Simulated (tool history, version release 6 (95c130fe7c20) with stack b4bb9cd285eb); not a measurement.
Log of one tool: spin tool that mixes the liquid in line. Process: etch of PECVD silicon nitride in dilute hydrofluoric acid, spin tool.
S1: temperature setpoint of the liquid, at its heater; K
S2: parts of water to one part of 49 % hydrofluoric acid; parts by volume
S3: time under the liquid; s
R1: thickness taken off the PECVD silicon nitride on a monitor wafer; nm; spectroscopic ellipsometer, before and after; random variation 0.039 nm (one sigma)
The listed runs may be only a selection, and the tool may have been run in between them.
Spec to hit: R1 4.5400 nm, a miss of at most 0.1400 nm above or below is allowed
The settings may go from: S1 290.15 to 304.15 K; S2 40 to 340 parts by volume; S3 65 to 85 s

{"run": 1, "day": 0.0, "S1": 296.15, "S2": 190, "S3": 85, "R1": 1.9939}
{"run": 2, "day": 0.225, "S1": 298.15, "S2": 175, "S3": 85, "R1": 2.4331}
{"run": 3, "day": 0.421, "S1": 298.15, "S2": 175, "S3": 65, "R1": 1.8728}
{"run": 4, "day": 0.454, "S1": 295.65, "S2": 175, "S3": 65, "R1": 1.5826}
{"run": 5, "day": 0.529, "S1": 295.65, "S2": 110, "S3": 65, "R1": 2.4895}
{"run": 6, "day": 0.592, "S1": 297.65, "S2": 105, "S3": 65, "R1": 2.9919}
{"run": 7, "day": 0.654, "S1": 299.15, "S2": 105, "S3": 65, "R1": 3.3054}
{"run": 8, "day": 0.962, "S1": 300.15, "S2": 105, "S3": 65, "R1": 3.5446}
{"run": 9, "day": 1.254, "S1": 301.15, "S2": 105, "S3": 65, "R1": 3.8056}
{"run": 10, "day": 1.329, "S1": 301.65, "S2": 105, "S3": 65, "R1": 3.9359}
{"run": 11, "day": 1.583, "S1": 302.15, "S2": 105, "S3": 65, "R1": 3.9628}
{"run": 12, "day": 1.912, "S1": 302.65, "S2": 105, "S3": 65, "R1": 4.1945}
{"run": 13, "day": 1.971, "S1": 303.15, "S2": 105, "S3": 65, "R1": 4.2453}
{"run": 14, "day": 2.292, "S1": 303.65, "S2": 105, "S3": 65, "R1": 4.3992}

5 next moves are on the table. One of them brings every result within its allowed miss. Which?
{"run": "A", "day": 2.612, "S1": 300.65, "S2": 110, "S3": 85, "R1": "?"}
{"run": "B", "day": 2.612, "S1": 303.65, "S2": 110, "S3": 65, "R1": "?"}
{"run": "C", "day": 2.612, "S1": 299.15, "S2": 110, "S3": 85, "R1": "?"}
{"run": "D", "day": 2.612, "S1": 301.15, "S2": 80, "S3": 65, "R1": "?"}
{"run": "E", "day": 2.612, "S1": 304.15, "S2": 115, "S3": 65, "R1": "?"}

move=A R1=4.5338
move=B R1=4.1876
move=C R1=4.1179
move=D R1=4.9183
move=E R1=4.1295
A: every result within its allowed miss
B: the biggest miss grows against the last run
C: the biggest miss grows against the last run
D: takes the result that was furthest off past its target
E: the biggest miss grows against the last run
A is the move that brings every result within its allowed miss.
